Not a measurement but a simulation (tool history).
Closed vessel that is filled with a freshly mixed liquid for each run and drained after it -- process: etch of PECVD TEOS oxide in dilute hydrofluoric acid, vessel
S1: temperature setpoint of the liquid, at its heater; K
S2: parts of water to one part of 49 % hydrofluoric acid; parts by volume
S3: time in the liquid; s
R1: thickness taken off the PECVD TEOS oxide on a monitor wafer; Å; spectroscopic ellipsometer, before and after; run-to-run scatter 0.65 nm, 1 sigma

Run 1, hour 0.0: S1 294.15 K, S2 80 parts by volume, S3 300 s. Result: R1 454.84 Å.
Run 2, hour 3.3: S1 294.15 K, S2 80 parts by volume, S3 300 s. Result: R1 453.62 Å.
Run 3, hour 10.7: S1 294.15 K, S2 80 parts by volume, S3 300 s. Result: R1 446.27 Å.
Run 4, hour 19.2: S1 296.65 K, S2 60 parts by volume, S3 300 s. Result: R1 678.42 Å.
Run 5, hour 21.9: S1 298.15 K, S2 50 parts by volume, S3 300 s. Result: R1 880.44 Å.
Run 6, hour 23.5: S1 298.15 K, S2 50 parts by volume, S3 300 s. Result: R1 878.82 Å.
Run 7, hour 29.8: S1 299.65 K, S2 45 parts by volume, S3 300 s. Result: R1 1046.00 Å.
Run 8, hour 32.8: S1 300.65 K, S2 40 parts by volume, S3 300 s. Result: R1 1231.00 Å.

Predict the results of run 9:
Run 9, hour 37.3: S1 301.15 K, S2 40 parts by volume, S3 300 s. Result: R1 ?.

{"run 9": {"R1": 1260.4}}
